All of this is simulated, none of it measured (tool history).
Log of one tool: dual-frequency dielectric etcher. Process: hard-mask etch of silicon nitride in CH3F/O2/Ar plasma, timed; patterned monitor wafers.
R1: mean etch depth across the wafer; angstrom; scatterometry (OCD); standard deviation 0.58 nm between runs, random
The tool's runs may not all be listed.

{"run": 1, "hour": 0.0, "source power (W)": 450, "bias power (W)": 85, "etch time (s)": 233, "R1": 1678.5}
{"run": 2, "hour": 1.5, "source power (W)": 390, "bias power (W)": 85, "etch time (s)": 233, "R1": 1594.3}
{"run": 3, "hour": 4.7, "source power (W)": 390, "bias power (W)": 73, "etch time (s)": 233, "R1": 1523}
{"run": 4, "hour": 6.0, "source power (W)": 390, "bias power (W)": 73, "etch time (s)": 244, "R1": 1600}
{"run": 5, "hour": 8.4, "source power (W)": 330, "bias power (W)": 73, "etch time (s)": 244, "R1": 1509.5}
{"run": 6, "hour": 10.0, "source power (W)": 370, "bias power (W)": 73, "etch time (s)": 244, "R1": 1556.2}

Estimate the outcome of run 7 from the log above:
{"run": 7, "hour": 12.7, "source power (W)": 430, "bias power (W)": 74, "etch time (s)": 244, "R1": "?"}

Run 7 gave R1 1662.8 angstrom.
